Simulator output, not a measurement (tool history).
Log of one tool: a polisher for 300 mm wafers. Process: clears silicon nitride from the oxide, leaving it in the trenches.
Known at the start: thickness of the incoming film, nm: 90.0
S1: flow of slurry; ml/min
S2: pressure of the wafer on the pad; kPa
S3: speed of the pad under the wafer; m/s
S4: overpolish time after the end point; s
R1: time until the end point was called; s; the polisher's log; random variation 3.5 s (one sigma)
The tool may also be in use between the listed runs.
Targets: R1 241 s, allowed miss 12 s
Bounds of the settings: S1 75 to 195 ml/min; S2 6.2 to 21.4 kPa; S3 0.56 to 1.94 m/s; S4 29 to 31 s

run 1 hour=0 | S1=125 S2=13.8 S3=1.24 S4=29 | R1=141.1
run 2 hour=5.3 | S1=115 S2=13.8 S3=1.24 S4=29 | R1=142.31
run 3 hour=11.4 | S1=115 S2=13.8 S3=1.02 S4=29 | R1=165.31
run 4 hour=17.4 | S1=115 S2=13.8 S3=1.26 S4=29 | R1=140.18
run 5 hour=18.9 | S1=125 S2=13.8 S3=1.26 S4=29 | R1=138.29
run 6 hour=21.1 | S1=105 S2=13.8 S3=1.26 S4=29 | R1=143.26
run 7 hour=25.2 | S1=105 S2=13.1 S3=1.26 S4=29 | R1=151.89
run 8 hour=31.8 | S1=100 S2=9 S3=1.2 S4=29 | R1=201.24
run 9 hour=34.1 | S1=95 S2=6.2 S3=1.16 S4=29 | R1=269.38

Which of these 4 next moves meets every target?
run A hour=36.4 | S1=90 S2=6.9 S3=1.08 S4=29 | R1=?
run B hour=36.4 | S1=80 S2=6.9 S3=1.18 S4=29 | R1=?
run C hour=36.4 | S1=95 S2=7.6 S3=1.18 S4=29 | R1=?
run D hour=36.4 | S1=100 S2=7.6 S3=1.02 S4=29 | R1=?

move=A R1=273.07
move=B R1=260.08
move=C R1=234.78
move=D R1=264.14
A: further off than the last run
B: nearer than the last run, and not there yet
C: meets every target
D: nearer than the last run, and not there yet
Move C is the one to make.
